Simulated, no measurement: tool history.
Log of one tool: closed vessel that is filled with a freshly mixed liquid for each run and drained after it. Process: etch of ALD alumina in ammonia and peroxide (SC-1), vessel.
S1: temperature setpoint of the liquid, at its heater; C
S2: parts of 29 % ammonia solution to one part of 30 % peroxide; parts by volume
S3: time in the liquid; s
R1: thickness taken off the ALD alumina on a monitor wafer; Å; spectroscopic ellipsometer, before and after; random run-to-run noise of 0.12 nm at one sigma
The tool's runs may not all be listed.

run	day	S1	S2	S3	R1
1	0	57	0.55	330	201.85
2	0.371	57.5	0.55	330	208.78
3	0.742	58	0.55	330	212.39
4	1.067	58.5	0.55	330	219
5	1.321	51.5	0.55	330	150.95
6	1.588	45.5	0.55	330	108.15
7	1.792	47	0.55	330	118
8	1.925	48.5	0.55	330	128.85
9	2.254	49.5	0.55	330	135.26
10	2.546	50.5	0.55	330	143.09
11	2.733	58.5	0.55	330	219.75

Run 12, settings as shown, results not yet in. Your forecast:
12	2.925	59.5	0.55	330	?

{"run 12": {"R1": 229.46}}

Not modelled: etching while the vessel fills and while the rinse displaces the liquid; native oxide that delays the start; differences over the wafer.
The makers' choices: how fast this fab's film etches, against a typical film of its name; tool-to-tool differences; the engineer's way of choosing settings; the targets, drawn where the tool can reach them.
